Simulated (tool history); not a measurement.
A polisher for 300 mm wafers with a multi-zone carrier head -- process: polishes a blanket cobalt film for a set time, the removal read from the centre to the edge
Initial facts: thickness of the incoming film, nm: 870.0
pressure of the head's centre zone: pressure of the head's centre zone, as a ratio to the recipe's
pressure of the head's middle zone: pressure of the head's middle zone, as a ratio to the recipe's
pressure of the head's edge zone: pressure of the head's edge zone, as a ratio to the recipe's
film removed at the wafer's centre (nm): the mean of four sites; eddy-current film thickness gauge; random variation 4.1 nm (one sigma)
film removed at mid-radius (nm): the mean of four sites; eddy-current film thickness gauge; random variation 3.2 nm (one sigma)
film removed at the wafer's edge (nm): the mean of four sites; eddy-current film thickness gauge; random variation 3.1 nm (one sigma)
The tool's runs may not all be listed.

run,hour,flow of slurry (ml/min),pressure of the head's centre zone,pressure of the head's middle zone,pressure of the head's edge zone,polishing time (s),film removed at the wafer's centre (nm),film removed at mid-radius (nm),film removed at the wafer's edge (nm)
1,0.0,265,1.00,1.00,1.00,48,317.03,335.06,331.17
2,2.1,290,1.00,1.00,1.00,48,328.45,342.26,338.64
3,8.8,290,0.96,1.00,1.00,48,315.85,341.17,335.40
4,10.7,290,0.91,1.00,1.00,48,295.82,341.77,333.50
5,16.2,310,0.97,0.99,1.03,49,327.87,347.29,346.00
6,20.8,355,0.97,0.99,1.03,49,328.47,353.91,353.29

The next listed run, before its measurement:
7,26.3,355,1.02,0.97,1.04,51,?,?,?

{"run 7": {"film removed at the wafer's centre (nm)": 360.48, "film removed at mid-radius (nm)": 360.93, "film removed at the wafer's edge (nm)": 371.06}}

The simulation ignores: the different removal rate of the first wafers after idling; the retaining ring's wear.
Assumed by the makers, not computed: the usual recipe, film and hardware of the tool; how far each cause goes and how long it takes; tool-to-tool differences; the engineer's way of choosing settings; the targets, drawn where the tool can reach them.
